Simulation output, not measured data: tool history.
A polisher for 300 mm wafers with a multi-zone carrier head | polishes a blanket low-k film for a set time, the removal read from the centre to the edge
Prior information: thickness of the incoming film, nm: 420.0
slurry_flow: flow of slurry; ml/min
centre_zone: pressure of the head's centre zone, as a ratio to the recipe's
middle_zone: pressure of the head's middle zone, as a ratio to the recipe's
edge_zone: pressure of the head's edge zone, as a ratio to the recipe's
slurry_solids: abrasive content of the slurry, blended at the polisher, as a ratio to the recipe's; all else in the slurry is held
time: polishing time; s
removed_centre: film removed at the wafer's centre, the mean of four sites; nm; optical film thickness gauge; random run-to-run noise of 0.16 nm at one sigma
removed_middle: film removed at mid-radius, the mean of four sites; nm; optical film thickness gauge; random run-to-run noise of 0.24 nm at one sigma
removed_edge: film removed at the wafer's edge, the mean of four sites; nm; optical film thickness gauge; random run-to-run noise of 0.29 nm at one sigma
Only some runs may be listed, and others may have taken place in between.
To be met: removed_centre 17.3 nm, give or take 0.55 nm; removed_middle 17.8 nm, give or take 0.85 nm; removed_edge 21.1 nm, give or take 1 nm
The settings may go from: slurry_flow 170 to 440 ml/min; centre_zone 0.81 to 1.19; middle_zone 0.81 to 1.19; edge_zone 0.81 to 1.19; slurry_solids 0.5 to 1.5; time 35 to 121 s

{"run": 1, "hour": 0.0, "slurry_flow": 280, "centre_zone": 1, "middle_zone": 1, "edge_zone": 1, "slurry_solids": 1, "time": 78, "removed_centre": 21.817, "removed_middle": 21.769, "removed_edge": 21.822}
{"run": 2, "hour": 5.8, "slurry_flow": 280, "centre_zone": 1, "middle_zone": 1, "edge_zone": 1, "slurry_solids": 1.1, "time": 78, "removed_centre": 23.012, "removed_middle": 22.237, "removed_edge": 22.616}
{"run": 3, "hour": 10.3, "slurry_flow": 275, "centre_zone": 0.98, "middle_zone": 0.98, "edge_zone": 1, "slurry_solids": 1.1, "time": 78, "removed_centre": 22.174, "removed_middle": 21.819, "removed_edge": 22.496}
{"run": 4, "hour": 15.5, "slurry_flow": 275, "centre_zone": 0.98, "middle_zone": 0.98, "edge_zone": 1, "slurry_solids": 1.05, "time": 78, "removed_centre": 21.974, "removed_middle": 21.089, "removed_edge": 22.165}
{"run": 5, "hour": 18.2, "slurry_flow": 270, "centre_zone": 0.96, "middle_zone": 0.98, "edge_zone": 1, "slurry_solids": 1.05, "time": 78, "removed_centre": 20.985, "removed_middle": 21.358, "removed_edge": 21.714}
{"run": 6, "hour": 19.6, "slurry_flow": 270, "centre_zone": 0.96, "middle_zone": 1.04, "edge_zone": 1, "slurry_solids": 1.05, "time": 78, "removed_centre": 21.372, "removed_middle": 22.829, "removed_edge": 22.871}
{"run": 7, "hour": 21.2, "slurry_flow": 265, "centre_zone": 0.95, "middle_zone": 1.02, "edge_zone": 1.01, "slurry_solids": 1.05, "time": 78, "removed_centre": 20.998, "removed_middle": 21.551, "removed_edge": 22.506}
{"run": 8, "hour": 23.0, "slurry_flow": 260, "centre_zone": 0.94, "middle_zone": 1.01, "edge_zone": 1.01, "slurry_solids": 1.05, "time": 78, "removed_centre": 21.152, "removed_middle": 22.147, "removed_edge": 21.974}
{"run": 9, "hour": 25.0, "slurry_flow": 280, "centre_zone": 0.93, "middle_zone": 1, "edge_zone": 1.03, "slurry_solids": 1.05, "time": 78, "removed_centre": 20.492, "removed_middle": 21.449, "removed_edge": 22.487}
{"run": 10, "hour": 32.9, "slurry_flow": 280, "centre_zone": 0.92, "middle_zone": 0.99, "edge_zone": 1.04, "slurry_solids": 1.05, "time": 78, "removed_centre": 20.398, "removed_middle": 21.853, "removed_edge": 22.057}
{"run": 11, "hour": 41.2, "slurry_flow": 270, "centre_zone": 0.91, "middle_zone": 0.97, "edge_zone": 1.06, "slurry_solids": 1.05, "time": 78, "removed_centre": 20.147, "removed_middle": 21.51, "removed_edge": 23.573}
{"run": 12, "hour": 44.9, "slurry_flow": 265, "centre_zone": 0.9, "middle_zone": 0.96, "edge_zone": 1.06, "slurry_solids": 1.05, "time": 78, "removed_centre": 20.276, "removed_middle": 20.969, "removed_edge": 22.995}
{"run": 13, "hour": 49.7, "slurry_flow": 255, "centre_zone": 0.81, "middle_zone": 0.89, "edge_zone": 1.14, "slurry_solids": 0.85, "time": 77, "removed_centre": 16.484, "removed_middle": 17.929, "removed_edge": 22.068}
{"run": 14, "hour": 56.4, "slurry_flow": 255, "centre_zone": 0.82, "middle_zone": 0.89, "edge_zone": 1.13, "slurry_solids": 0.85, "time": 77, "removed_centre": 17.103, "removed_middle": 18.122, "removed_edge": 21.823}

Consider the 4 candidate settings below. Which is the only one whose results all fall within their allowed miss of target?
{"run": "A", "hour": 63.1, "slurry_flow": 180, "centre_zone": 0.81, "middle_zone": 0.96, "edge_zone": 1, "slurry_solids": 0.85, "time": 81, "removed_centre": "?", "removed_middle": "?", "removed_edge": "?"}
{"run": "B", "hour": 63.1, "slurry_flow": 260, "centre_zone": 0.83, "middle_zone": 0.82, "edge_zone": 1.19, "slurry_solids": 0.85, "time": 79, "removed_centre": "?", "removed_middle": "?", "removed_edge": "?"}
{"run": "C", "hour": 63.1, "slurry_flow": 195, "centre_zone": 0.85, "middle_zone": 0.87, "edge_zone": 1.06, "slurry_solids": 0.75, "time": 83, "removed_centre": "?", "removed_middle": "?", "removed_edge": "?"}
{"run": "D", "hour": 63.1, "slurry_flow": 265, "centre_zone": 0.83, "middle_zone": 1.01, "edge_zone": 1.08, "slurry_solids": 0.75, "time": 80, "removed_centre": "?", "removed_middle": "?", "removed_edge": "?"}

move=A removed_centre=16.716 removed_middle=19.293 removed_edge=20.656
move=B removed_centre=17.265 removed_middle=17.014 removed_edge=22.536
move=C removed_centre=17.387 removed_middle=17.603 removed_edge=21.041
move=D removed_centre=16.835 removed_middle=19.702 removed_edge=20.817
A: brings the result that was furthest off to its target, and leaves another outside
B: moves away from the targets compared with the last run
C: all results land within tolerance of their targets
D: brings the result that was furthest off to its target, and leaves another outside
The move that meets every target is C.

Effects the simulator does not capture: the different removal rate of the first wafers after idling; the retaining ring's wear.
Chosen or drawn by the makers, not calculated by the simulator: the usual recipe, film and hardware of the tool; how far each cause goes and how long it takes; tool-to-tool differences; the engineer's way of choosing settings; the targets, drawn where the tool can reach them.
